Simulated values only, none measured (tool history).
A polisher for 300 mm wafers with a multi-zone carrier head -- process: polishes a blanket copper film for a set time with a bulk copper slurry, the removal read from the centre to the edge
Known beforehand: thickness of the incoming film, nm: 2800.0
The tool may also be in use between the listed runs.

run	hour	flow of slurry (ml/min)	pressure of the head's centre zone	pressure of the head's middle zone	pressure of the head's edge zone	abrasive content of the slurry	polishing time (s)	film removed at the wafer's centre (angstrom)	film removed at mid-radius (angstrom)	film removed at the wafer's edge (angstrom)
1	0.0	125	1.00	1.00	1.00	1.00	77	4750.4	5345.7	5382.9
2	4.7	130	1.01	0.99	1.02	1.05	79	5108.6	5487.0	5591.0
3	12.7	130	1.01	0.99	0.98	1.05	79	5265.1	5460.4	5569.8
4	15.0	130	1.01	0.99	0.91	1.05	79	5250.2	5468.4	5255.5
5	18.2	130	1.01	0.99	0.91	0.85	79	4967.1	5301.5	5168.3
6	23.4	130	1.02	0.98	0.94	0.90	81	5242.9	5414.3	5521.7
7	24.2	130	1.03	0.98	0.97	0.95	83	5478.5	5620.4	5647.0
8	27.3	135	1.02	0.97	0.99	1.00	85	5742.0	5793.9	5953.1

Run 9, settings as shown, results not yet in. Your forecast:
9	29.9	135	1.02	0.96	1.01	1.05	87	?	?	?

film removed at the wafer's centre (angstrom): 5807.5
film removed at mid-radius (angstrom): 5943.3
film removed at the wafer's edge (angstrom): 6234.1
